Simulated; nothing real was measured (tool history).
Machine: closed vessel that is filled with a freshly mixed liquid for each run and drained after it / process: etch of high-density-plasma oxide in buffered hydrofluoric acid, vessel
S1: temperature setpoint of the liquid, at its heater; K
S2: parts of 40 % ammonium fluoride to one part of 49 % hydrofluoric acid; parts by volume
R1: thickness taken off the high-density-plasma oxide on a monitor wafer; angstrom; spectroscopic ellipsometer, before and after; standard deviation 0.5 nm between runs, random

Run 1, hour 0.0: S1 293.15 K, S2 9.5 parts by volume, time in the liquid (s) 30. Result: R1 401.98 angstrom.
Run 2, hour 1.8: S1 291.65 K, S2 9.5 parts by volume, time in the liquid (s) 30. Result: R1 373.29 angstrom.
Run 3, hour 5.1: S1 291.65 K, S2 10.5 parts by volume, time in the liquid (s) 30. Result: R1 346.26 angstrom.
Run 4, hour 8.8: S1 294.65 K, S2 10.0 parts by volume, time in the liquid (s) 30. Result: R1 426.41 angstrom.
Run 5, hour 13.6: S1 294.65 K, S2 8.0 parts by volume, time in the liquid (s) 30. Result: R1 517.40 angstrom.
Run 6, hour 15.3: S1 291.65 K, S2 8.0 parts by volume, time in the liquid (s) 30. Result: R1 434.30 angstrom.
Run 7, hour 17.4: S1 293.65 K, S2 8.0 parts by volume, time in the liquid (s) 30. Result: R1 488.33 angstrom.
Run 8, hour 18.4: S1 294.65 K, S2 8.0 parts by volume, time in the liquid (s) 30. Result: R1 520.38 angstrom.
Run 9, hour 24.8: S1 295.65 K, S2 8.0 parts by volume, time in the liquid (s) 30. Result: R1 544.70 angstrom.
Run 10, hour 29.3: S1 295.65 K, S2 8.0 parts by volume, time in the liquid (s) 30. Result: R1 547.35 angstrom.

For run 11, what comes out?
Run 11, hour 31.8: S1 296.15 K, S2 8.0 parts by volume, time in the liquid (s) 30. Result: R1 ?.

Run 11 yielded R1 568.60 angstrom.

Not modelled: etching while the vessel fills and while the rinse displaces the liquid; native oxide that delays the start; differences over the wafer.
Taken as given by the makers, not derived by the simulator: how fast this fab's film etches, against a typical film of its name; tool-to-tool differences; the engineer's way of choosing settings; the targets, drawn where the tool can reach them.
